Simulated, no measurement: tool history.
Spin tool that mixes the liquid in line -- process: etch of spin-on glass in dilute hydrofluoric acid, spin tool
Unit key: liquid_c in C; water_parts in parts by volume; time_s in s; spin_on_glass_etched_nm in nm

run  hour  liquid_c  water_parts  time_s  spin_on_glass_etched_nm
  1   0.0      23.0          290      15                   2.8948
  2   5.9      24.0          285      15                   3.0456
  3  11.0      25.0          280      15                   3.2410
  4  14.7      25.0          280      15                   3.2792
  5  21.5      26.0          275      15                   3.4513
  6  23.5      26.0          365      15                   2.3826
  7  26.3      26.5          350      15                   2.5401
  8  32.4      27.0          335      15                   2.7316
  9  39.9      27.5          320      15                   3.0052
 10  47.6      28.0          310      15                   3.1155
 11  55.5      28.5          300      15                   3.3895
 12  61.5      29.0          295      15                   3.4491
 13  65.5      29.5          285      15                   3.6732
 14  73.6      29.5          280      15                   3.8218
 15  81.5      29.5          275      15                   3.8842

Run 16 has not been measured yet. What should we expect?
 16  83.5      29.5          270      15                        ?

Logged for run 16: spin_on_glass_etched_nm 4.0011 nm.

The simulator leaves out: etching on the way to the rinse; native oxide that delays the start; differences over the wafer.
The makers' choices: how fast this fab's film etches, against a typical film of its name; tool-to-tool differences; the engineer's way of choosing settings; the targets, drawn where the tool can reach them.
